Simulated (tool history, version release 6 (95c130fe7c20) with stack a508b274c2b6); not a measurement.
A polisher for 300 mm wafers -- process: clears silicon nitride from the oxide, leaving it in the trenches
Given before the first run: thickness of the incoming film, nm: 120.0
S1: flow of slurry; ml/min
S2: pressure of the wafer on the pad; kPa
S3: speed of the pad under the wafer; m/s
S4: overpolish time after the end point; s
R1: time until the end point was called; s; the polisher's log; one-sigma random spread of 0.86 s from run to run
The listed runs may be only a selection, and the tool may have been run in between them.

run 1 day=0 | S1=165 S2=24.1 S3=1.22 S4=38 | R1=102.36
run 2 day=0.25 | S1=165 S2=27.6 S3=1.26 S4=38 | R1=88.059
run 3 day=0.417 | S1=125 S2=27.6 S3=1.26 S4=38 | R1=94.735
run 4 day=0.617 | S1=125 S2=27.6 S3=1.26 S4=38 | R1=93.015
run 5 day=0.942 | S1=125 S2=27.6 S3=1.26 S4=40 | R1=91.449
run 6 day=0.979 | S1=125 S2=25.5 S3=1.26 S4=40 | R1=100.58
run 7 day=1.279 | S1=130 S2=28.3 S3=1.3 S4=40 | R1=87.133

What does the tool deliver on the next run?
run 8 day=1.488 | S1=135 S2=35.2 S3=1.54 S4=40 | R1=?

{"run 8": {"R1": 61.009}}
